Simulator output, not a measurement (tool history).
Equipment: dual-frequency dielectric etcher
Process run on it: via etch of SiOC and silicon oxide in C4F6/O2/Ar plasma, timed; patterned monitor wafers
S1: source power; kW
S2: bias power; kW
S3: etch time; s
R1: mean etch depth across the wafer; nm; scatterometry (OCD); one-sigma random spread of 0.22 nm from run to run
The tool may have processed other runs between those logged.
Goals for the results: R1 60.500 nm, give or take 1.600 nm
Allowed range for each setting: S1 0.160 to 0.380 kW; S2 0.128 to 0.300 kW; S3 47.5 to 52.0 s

Run 1, hour 0.0: S1 0.270 kW, S2 0.214 kW, S3 52.0 s. Result: R1 52.251 nm.
Run 2, hour 2.4: S1 0.280 kW, S2 0.217 kW, S3 52.0 s. Result: R1 54.012 nm.
Run 3, hour 9.2: S1 0.290 kW, S2 0.219 kW, S3 52.0 s. Result: R1 55.052 nm.
Run 4, hour 14.7: S1 0.300 kW, S2 0.220 kW, S3 52.0 s. Result: R1 56.351 nm.
Run 5, hour 21.2: S1 0.310 kW, S2 0.221 kW, S3 52.0 s. Result: R1 57.322 nm.
Run 6, hour 24.9: S1 0.310 kW, S2 0.222 kW, S3 52.0 s. Result: R1 57.549 nm.
Run 7, hour 26.7: S1 0.310 kW, S2 0.223 kW, S3 52.0 s. Result: R1 57.163 nm.
Run 8, hour 29.2: S1 0.310 kW, S2 0.224 kW, S3 52.0 s. Result: R1 57.395 nm.
Run 9, hour 36.4: S1 0.310 kW, S2 0.225 kW, S3 52.0 s. Result: R1 57.499 nm.
Run 10, hour 41.0: S1 0.310 kW, S2 0.226 kW, S3 52.0 s. Result: R1 58.050 nm.
Run 11, hour 47.5: S1 0.320 kW, S2 0.228 kW, S3 52.0 s. Result: R1 59.140 nm.

Next run, 4 choices. One meets every target within its allowed miss, the rest don't. Which?
Run A, hour 54.0: S1 0.290 kW, S2 0.245 kW, S3 52.0 s. Result: R1 ?.
Run B, hour 54.0: S1 0.350 kW, S2 0.207 kW, S3 48.5 s. Result: R1 ?.
Run C, hour 54.0: S1 0.330 kW, S2 0.221 kW, S3 50.0 s. Result: R1 ?.
Run D, hour 54.0: S1 0.360 kW, S2 0.187 kW, S3 52.0 s. Result: R1 ?.

move      R1
   A  56.373
   B  56.200
   C  56.932
   D  59.864
A: further off than the last run
B: further off than the last run
C: further off than the last run
D: meets every target
The move that meets every target is D.

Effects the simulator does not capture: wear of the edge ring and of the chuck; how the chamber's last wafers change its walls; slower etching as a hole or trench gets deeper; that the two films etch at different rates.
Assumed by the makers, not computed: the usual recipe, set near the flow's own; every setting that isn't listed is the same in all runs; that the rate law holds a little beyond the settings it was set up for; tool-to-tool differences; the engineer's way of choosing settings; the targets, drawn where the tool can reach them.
